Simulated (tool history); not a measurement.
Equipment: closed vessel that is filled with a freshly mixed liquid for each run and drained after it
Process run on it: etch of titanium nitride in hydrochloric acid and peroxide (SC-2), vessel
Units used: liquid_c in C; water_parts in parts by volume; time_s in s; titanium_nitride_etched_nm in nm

run  hour  liquid_c  water_parts  time_s  titanium_nitride_etched_nm
  1     0        47          6.5     805                      15.162
  2   6.7      45.5          6.5     805                      13.724
  3  15.4      45.5            8     805                      11.675
  4  24.4        43            8     805                       9.773
  5    29      37.5            8     805                      6.6043
  6  33.7        39            8     805                      7.3715

For run 7, what comes out?
  7  42.4      40.5            8     805                           ?

titanium_nitride_etched_nm: 8.1532 nm

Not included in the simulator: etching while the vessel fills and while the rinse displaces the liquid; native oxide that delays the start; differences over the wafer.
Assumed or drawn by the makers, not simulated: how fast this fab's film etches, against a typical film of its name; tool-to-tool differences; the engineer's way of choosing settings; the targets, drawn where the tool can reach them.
